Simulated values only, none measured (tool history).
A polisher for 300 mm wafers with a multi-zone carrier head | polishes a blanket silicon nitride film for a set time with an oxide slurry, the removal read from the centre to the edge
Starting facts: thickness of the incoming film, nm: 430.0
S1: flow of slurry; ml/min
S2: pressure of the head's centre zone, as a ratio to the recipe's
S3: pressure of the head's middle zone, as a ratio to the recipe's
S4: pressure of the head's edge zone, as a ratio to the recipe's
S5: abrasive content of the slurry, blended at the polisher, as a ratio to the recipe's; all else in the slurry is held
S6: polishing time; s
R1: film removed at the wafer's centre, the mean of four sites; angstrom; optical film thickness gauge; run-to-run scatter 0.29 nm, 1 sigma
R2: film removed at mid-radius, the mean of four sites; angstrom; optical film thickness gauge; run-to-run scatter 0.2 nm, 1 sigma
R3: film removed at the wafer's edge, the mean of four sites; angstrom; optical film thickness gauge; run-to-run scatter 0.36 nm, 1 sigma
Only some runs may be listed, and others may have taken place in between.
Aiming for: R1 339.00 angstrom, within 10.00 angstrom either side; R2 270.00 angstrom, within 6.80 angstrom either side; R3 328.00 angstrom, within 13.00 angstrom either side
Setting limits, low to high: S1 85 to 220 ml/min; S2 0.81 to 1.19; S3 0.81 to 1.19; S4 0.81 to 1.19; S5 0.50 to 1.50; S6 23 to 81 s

Run 1, hour 0.0: S1 140 ml/min, S2 1.00, S3 1.00, S4 1.00, S5 1.00, S6 52 s. Result: R1 313.55 angstrom, R2 309.30 angstrom, R3 292.11 angstrom.
Run 2, hour 7.5: S1 135 ml/min, S2 1.02, S3 0.94, S4 1.06, S5 1.05, S6 52 s. Result: R1 323.38 angstrom, R2 300.27 angstrom, R3 298.13 angstrom.
Run 3, hour 16.1: S1 135 ml/min, S2 1.02, S3 0.94, S4 1.06, S5 1.05, S6 64 s. Result: R1 398.57 angstrom, R2 359.74 angstrom, R3 372.21 angstrom.
Run 4, hour 22.4: S1 135 ml/min, S2 1.02, S3 0.94, S4 1.06, S5 0.95, S6 64 s. Result: R1 385.81 angstrom, R2 349.97 angstrom, R3 360.24 angstrom.
Run 5, hour 30.0: S1 135 ml/min, S2 1.02, S3 0.99, S4 1.06, S5 0.95, S6 64 s. Result: R1 378.85 angstrom, R2 364.98 angstrom, R3 355.26 angstrom.
Run 6, hour 38.0: S1 135 ml/min, S2 1.02, S3 0.99, S4 1.06, S5 0.75, S6 64 s. Result: R1 343.82 angstrom, R2 329.31 angstrom, R3 319.95 angstrom.
Run 7, hour 43.9: S1 120 ml/min, S2 1.03, S3 0.93, S4 1.09, S5 0.75, S6 64 s. Result: R1 339.67 angstrom, R2 306.30 angstrom, R3 327.36 angstrom.
Run 8, hour 50.5: S1 110 ml/min, S2 1.04, S3 0.90, S4 1.09, S5 0.75, S6 64 s. Result: R1 326.84 angstrom, R2 286.31 angstrom, R3 312.34 angstrom.
Run 9, hour 57.0: S1 110 ml/min, S2 1.05, S3 0.88, S4 1.12, S5 0.75, S6 64 s. Result: R1 330.13 angstrom, R2 283.20 angstrom, R3 316.41 angstrom.
Run 10, hour 59.3: S1 110 ml/min, S2 1.06, S3 0.86, S4 1.14, S5 0.75, S6 64 s. Result: R1 328.86 angstrom, R2 278.14 angstrom, R3 321.62 angstrom.
At hour 62.2: edge zone pressure recalibrated.
Run 11, hour 62.2: S1 110 ml/min, S2 1.07, S3 0.85, S4 1.15, S5 0.75, S6 64 s. Result: R1 335.47 angstrom, R2 278.74 angstrom, R3 348.21 angstrom.

5 candidate next runs follow, results not yet known. Just one meets every target within its allowed miss. Identify it.
Run A, hour 65.1: S1 90 ml/min, S2 1.11, S3 0.94, S4 1.07, S5 0.95, S6 60 s. Result: R1 ?, R2 ?, R3 ?.
Run B, hour 65.1: S1 105 ml/min, S2 1.06, S3 0.91, S4 1.09, S5 0.65, S6 71 s. Result: R1 ?, R2 ?, R3 ?.
Run C, hour 65.1: S1 115 ml/min, S2 1.08, S3 0.83, S4 1.07, S5 0.80, S6 61 s. Result: R1 ?, R2 ?, R3 ?.
Run D, hour 65.1: S1 130 ml/min, S2 1.08, S3 0.89, S4 1.08, S5 0.65, S6 66 s. Result: R1 ?, R2 ?, R3 ?.
Run E, hour 65.1: S1 115 ml/min, S2 0.99, S3 0.83, S4 1.15, S5 0.80, S6 68 s. Result: R1 ?, R2 ?, R3 ?.

move      R1      R2      R3
   A  336.37  288.15  326.94
   B  340.98  295.48  341.59
   C  338.65  266.02  326.28
   D  345.65  286.17  329.47
   E  345.83  296.65  377.30
A: the worst result of the last run now meets its target, but another is out of spec
B: moves away from the targets compared with the last run
C: every result lands within tolerance
D: the worst result of the last run now meets its target, but another is out of spec
E: moves away from the targets compared with the last run
The move that meets every target is C.

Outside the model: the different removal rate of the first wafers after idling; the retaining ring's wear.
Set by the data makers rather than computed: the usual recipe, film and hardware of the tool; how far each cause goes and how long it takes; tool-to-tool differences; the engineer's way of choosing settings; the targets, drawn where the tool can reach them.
